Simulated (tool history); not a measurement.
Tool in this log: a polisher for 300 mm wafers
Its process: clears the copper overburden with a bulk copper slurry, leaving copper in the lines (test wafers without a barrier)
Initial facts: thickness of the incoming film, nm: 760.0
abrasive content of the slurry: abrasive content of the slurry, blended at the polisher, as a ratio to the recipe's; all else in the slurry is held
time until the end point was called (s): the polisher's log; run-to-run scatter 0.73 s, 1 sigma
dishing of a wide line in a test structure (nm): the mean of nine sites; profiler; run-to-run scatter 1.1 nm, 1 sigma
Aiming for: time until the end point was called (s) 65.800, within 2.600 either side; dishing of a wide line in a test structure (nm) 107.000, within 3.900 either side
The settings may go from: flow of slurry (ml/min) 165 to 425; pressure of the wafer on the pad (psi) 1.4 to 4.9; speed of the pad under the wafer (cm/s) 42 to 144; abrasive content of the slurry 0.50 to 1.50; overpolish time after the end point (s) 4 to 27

run	hour	flow of slurry (ml/min)	pressure of the wafer on the pad (psi)	speed of the pad under the wafer (cm/s)	abrasive content of the slurry	overpolish time after the end point (s)	time until the end point was called (s)	dishing of a wide line in a test structure (nm)
1	0.0	275	3.1	92	1.00	14	89.587	75.177
2	8.4	275	3.1	92	1.15	14	87.771	77.297
3	14.4	275	3.2	92	1.15	14	86.849	78.013
4	14.9	275	3.4	92	1.15	14	82.915	80.508
5	15.6	300	3.4	92	1.15	14	81.064	80.470
6	24.4	235	3.4	92	1.15	14	84.725	79.412
7	31.0	240	3.5	92	1.15	14	82.234	81.415
8	34.8	245	3.6	92	1.15	14	80.687	81.206
9	35.7	250	3.7	92	1.15	14	79.318	82.918
10	36.3	250	3.7	92	1.15	14	79.249	85.351
11	41.3	255	3.8	92	1.15	14	77.102	84.467
12	47.7	255	3.9	92	1.15	14	75.850	86.297
13	55.6	255	4.0	92	1.15	14	74.466	87.002
14	61.6	255	4.1	92	1.15	14	72.767	88.409
15	63.5	255	4.2	92	1.15	14	71.328	88.407
16	69.2	255	4.3	94	1.20	15	70.272	96.955
17	76.7	255	4.4	94	1.20	15	68.605	97.878
18	81.8	255	4.4	94	1.20	15	69.368	97.653

Which one of the following 5 next-run settings gets every result inside its allowed miss? There is exactly one.
A	86.9	265	4.5	110	1.15	17	?	?
B	86.9	265	4.8	92	1.20	16	?	?
C	86.9	230	4.1	94	1.15	16	?	?
D	86.9	255	4.4	98	1.20	14	?	?
E	86.9	310	4.9	96	1.25	15	?	?

move	time until the end point was called (s)	dishing of a wide line in a test structure (nm)
A	60.541	118.020
B	65.837	107.470
C	73.648	97.947
D	66.936	95.764
E	61.629	107.770
A: the result that was furthest off in the last run now lies on the other side of its target
B: every result within its allowed miss
C: its largest miss is bigger than the last run's
D: its largest miss is bigger than the last run's
E: brings the result that was furthest off to its target, and leaves another outside
The move that meets every target is B.

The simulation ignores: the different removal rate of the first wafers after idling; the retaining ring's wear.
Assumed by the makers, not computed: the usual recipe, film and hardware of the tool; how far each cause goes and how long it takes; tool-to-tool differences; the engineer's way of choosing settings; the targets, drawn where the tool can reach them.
